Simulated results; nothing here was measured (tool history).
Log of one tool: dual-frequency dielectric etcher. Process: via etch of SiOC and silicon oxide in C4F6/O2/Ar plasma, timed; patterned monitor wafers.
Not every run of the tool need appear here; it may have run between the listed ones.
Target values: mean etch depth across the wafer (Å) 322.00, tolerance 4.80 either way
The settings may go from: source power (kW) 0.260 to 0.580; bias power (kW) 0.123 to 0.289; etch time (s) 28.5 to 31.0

| run | hour | source power (kW) | bias power (kW) | etch time (s) | mean etch depth across the wafer (Å) |
|---|---|---|---|---|---|
| 1 | 0.0 | 0.420 | 0.206 | 31.0 | 353.43 |
| 2 | 8.9 | 0.390 | 0.204 | 31.0 | 338.52 |
| 3 | 16.5 | 0.380 | 0.203 | 31.0 | 336.08 |
| 4 | 23.2 | 0.380 | 0.168 | 31.0 | 305.92 |
|  | 27.9 | bias power generator calibrated |
| 5 | 27.9 | 0.380 | 0.168 | 28.5 | 279.22 |
| 6 | 34.3 | 0.330 | 0.168 | 28.5 | 261.52 |
| 7 | 39.4 | 0.370 | 0.169 | 28.5 | 277.30 |
| 8 | 44.2 | 0.400 | 0.170 | 28.5 | 288.00 |

Consider the 5 candidate settings below. Which is the only one whose results all fall within their allowed miss of target?
| A | 49.0 | 0.380 | 0.167 | 28.5 | ? |
| B | 49.0 | 0.410 | 0.162 | 30.5 | ? |
| C | 49.0 | 0.400 | 0.123 | 28.5 | ? |
| D | 49.0 | 0.370 | 0.137 | 30.0 | ? |
| E | 49.0 | 0.440 | 0.179 | 30.0 | ? |

| move | mean etch depth across the wafer (Å) |
|---|---|
| A | 280.16 |
| B | 306.21 |
| C | 248.90 |
| D | 265.80 |
| E | 325.22 |
A: misses by more than the last run did
B: gains on the last run, yet a result remains outside its allowed miss
C: misses by more than the last run did
D: misses by more than the last run did
E: in spec on every target
Answer: E

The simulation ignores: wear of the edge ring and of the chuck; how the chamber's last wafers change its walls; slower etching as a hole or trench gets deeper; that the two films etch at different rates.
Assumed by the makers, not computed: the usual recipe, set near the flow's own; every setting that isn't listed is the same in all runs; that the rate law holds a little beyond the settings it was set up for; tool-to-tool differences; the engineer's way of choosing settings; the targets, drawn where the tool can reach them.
